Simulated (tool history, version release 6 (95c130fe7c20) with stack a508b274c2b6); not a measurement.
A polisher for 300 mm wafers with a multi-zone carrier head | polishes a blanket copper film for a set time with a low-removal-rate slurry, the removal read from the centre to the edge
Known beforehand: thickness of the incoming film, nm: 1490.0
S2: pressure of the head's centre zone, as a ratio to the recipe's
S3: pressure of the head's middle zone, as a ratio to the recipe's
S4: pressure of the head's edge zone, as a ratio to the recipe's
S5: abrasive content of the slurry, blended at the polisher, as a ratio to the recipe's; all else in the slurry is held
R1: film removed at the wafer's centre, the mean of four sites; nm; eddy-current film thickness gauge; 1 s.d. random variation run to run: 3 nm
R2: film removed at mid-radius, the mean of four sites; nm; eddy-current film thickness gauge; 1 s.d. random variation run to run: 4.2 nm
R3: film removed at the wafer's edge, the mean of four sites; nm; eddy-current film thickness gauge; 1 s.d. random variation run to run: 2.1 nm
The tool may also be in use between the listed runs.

{"run": 1, "hour": 0.0, "flow of slurry (ml/min)": 185, "S2": 1, "S3": 1, "S4": 1, "S5": 1, "polishing time (s)": 63, "R1": 214.98, "R2": 211.6, "R3": 221.62}
{"run": 2, "hour": 4.7, "flow of slurry (ml/min)": 185, "S2": 1, "S3": 1, "S4": 1, "S5": 1.1, "polishing time (s)": 63, "R1": 213.53, "R2": 219.29, "R3": 224.37}
{"run": 3, "hour": 10.4, "flow of slurry (ml/min)": 205, "S2": 1.06, "S3": 0.99, "S4": 1.03, "S5": 1.2, "polishing time (s)": 66, "R1": 247.22, "R2": 240.03, "R3": 245.14}
{"run": 4, "hour": 18.6, "flow of slurry (ml/min)": 215, "S2": 1.1, "S3": 0.98, "S4": 1.06, "S5": 1.3, "polishing time (s)": 67, "R1": 273.12, "R2": 245.2, "R3": 254.67}
{"run": 5, "hour": 20.3, "flow of slurry (ml/min)": 215, "S2": 1.1, "S3": 0.98, "S4": 1.06, "S5": 1.3, "polishing time (s)": 81, "R1": 326.46, "R2": 298.43, "R3": 314.12}
{"run": 6, "hour": 25.9, "flow of slurry (ml/min)": 215, "S2": 1.1, "S3": 0.98, "S4": 1.06, "S5": 1.5, "polishing time (s)": 81, "R1": 335.87, "R2": 297.19, "R3": 316.29}
{"run": 7, "hour": 30.8, "flow of slurry (ml/min)": 205, "S2": 1.1, "S3": 0.98, "S4": 1.04, "S5": 1.5, "polishing time (s)": 81, "R1": 339.83, "R2": 300.29, "R3": 316.52}
{"run": 8, "hour": 33.8, "flow of slurry (ml/min)": 200, "S2": 1.1, "S3": 0.97, "S4": 1.02, "S5": 1.45, "polishing time (s)": 80, "R1": 326.71, "R2": 285.5, "R3": 306.04}
{"run": 9, "hour": 38.0, "flow of slurry (ml/min)": 200, "S2": 1.1, "S3": 0.97, "S4": 1, "S5": 1.45, "polishing time (s)": 80, "R1": 327.01, "R2": 290.22, "R3": 303.92}

What will run 10 give?
{"run": 10, "hour": 43.6, "flow of slurry (ml/min)": 195, "S2": 1.1, "S3": 0.96, "S4": 0.99, "S5": 1.45, "polishing time (s)": 80, "R1": "?", "R2": "?", "R3": "?"}

R1: 322.76 nm
R2: 280.38 nm
R3: 302.26 nm
